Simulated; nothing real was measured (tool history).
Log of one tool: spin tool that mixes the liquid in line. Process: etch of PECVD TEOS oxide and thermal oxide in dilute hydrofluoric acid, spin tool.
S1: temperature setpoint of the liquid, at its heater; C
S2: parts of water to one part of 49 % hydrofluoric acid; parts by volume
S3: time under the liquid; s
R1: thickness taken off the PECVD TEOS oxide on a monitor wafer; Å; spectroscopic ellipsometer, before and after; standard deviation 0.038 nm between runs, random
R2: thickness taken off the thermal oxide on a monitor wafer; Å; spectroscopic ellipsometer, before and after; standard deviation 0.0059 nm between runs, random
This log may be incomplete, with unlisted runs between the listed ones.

run	hour	S1	S2	S3	R1	R2
1	0	26	245	180	157.7	32.468
2	8.6	24.5	280	175	122.63	24.652
3	13.3	24.5	310	175	110.91	21.758
4	21.9	24.5	310	95	59.034	11.874
5	29.3	23.5	320	95	55.001	10.969
6	36.5	22.5	325	95	51.607	10.422
7	41.1	21.5	330	95	49.523	10.003
8	46.6	21	335	95	47.098	9.5675

Run 9 has not been measured yet. What should we expect?
9	52.2	20.5	340	95	?	?

R1: 45.27 Å
R2: 9.2642 Å

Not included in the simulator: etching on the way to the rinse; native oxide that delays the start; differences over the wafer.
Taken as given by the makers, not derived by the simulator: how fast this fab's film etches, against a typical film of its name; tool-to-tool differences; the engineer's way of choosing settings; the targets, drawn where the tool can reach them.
